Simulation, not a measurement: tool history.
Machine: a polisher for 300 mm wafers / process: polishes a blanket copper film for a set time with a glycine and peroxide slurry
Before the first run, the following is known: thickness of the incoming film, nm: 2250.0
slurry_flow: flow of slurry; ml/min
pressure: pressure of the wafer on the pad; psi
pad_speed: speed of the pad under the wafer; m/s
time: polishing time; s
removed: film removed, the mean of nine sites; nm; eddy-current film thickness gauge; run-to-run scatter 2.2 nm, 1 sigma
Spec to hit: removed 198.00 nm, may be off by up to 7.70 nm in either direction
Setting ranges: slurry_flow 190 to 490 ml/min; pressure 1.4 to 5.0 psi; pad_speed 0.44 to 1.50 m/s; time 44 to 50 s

Run 1, day 0.000: slurry_flow 315 ml/min, pressure 3.2 psi, pad_speed 0.96 m/s, time 50 s. Result: removed 283.43 nm.
Run 2, day 0.208: slurry_flow 315 ml/min, pressure 3.0 psi, pad_speed 0.96 m/s, time 50 s. Result: removed 268.97 nm.
Run 3, day 0.254: slurry_flow 315 ml/min, pressure 3.0 psi, pad_speed 1.10 m/s, time 50 s. Result: removed 299.01 nm.
Run 4, day 0.350: slurry_flow 315 ml/min, pressure 2.8 psi, pad_speed 1.10 m/s, time 50 s. Result: removed 287.55 nm.
Run 5, day 0.558: slurry_flow 315 ml/min, pressure 3.5 psi, pad_speed 1.10 m/s, time 50 s. Result: removed 342.67 nm.
At day 0.862: slurry nozzle cleaned.
Run 6, day 0.862: slurry_flow 315 ml/min, pressure 3.5 psi, pad_speed 1.10 m/s, time 50 s. Result: removed 352.15 nm.
Run 7, day 1.179: slurry_flow 315 ml/min, pressure 3.3 psi, pad_speed 1.10 m/s, time 50 s. Result: removed 340.37 nm.
Run 8, day 1.354: slurry_flow 315 ml/min, pressure 2.4 psi, pad_speed 0.92 m/s, time 49 s. Result: removed 223.44 nm.
Run 9, day 1.500: slurry_flow 315 ml/min, pressure 2.3 psi, pad_speed 0.92 m/s, time 49 s. Result: removed 215.35 nm.

Exactly one of the 5 candidate moves below puts every result within its allowed miss. Which one?
Run A, day 1.646: slurry_flow 225 ml/min, pressure 2.3 psi, pad_speed 0.88 m/s, time 45 s. Result: removed ?.
Run B, day 1.646: slurry_flow 315 ml/min, pressure 2.1 psi, pad_speed 0.98 m/s, time 47 s. Result: removed ?.
Run C, day 1.646: slurry_flow 265 ml/min, pressure 2.1 psi, pad_speed 1.26 m/s, time 49 s. Result: removed ?.
Run D, day 1.646: slurry_flow 275 ml/min, pressure 2.4 psi, pad_speed 1.00 m/s, time 50 s. Result: removed ?.
Run E, day 1.646: slurry_flow 305 ml/min, pressure 3.3 psi, pad_speed 0.76 m/s, time 44 s. Result: removed ?.

move  removed
   A   179.07
   B   196.97
   C   246.42
   D   233.32
   E   215.03
A: the result that was furthest off in the last run now lies on the other side of its target
B: in spec on every target
C: the biggest miss grows against the last run
D: the biggest miss grows against the last run
E: no better and no worse than the last run
Go with B: it meets all targets.
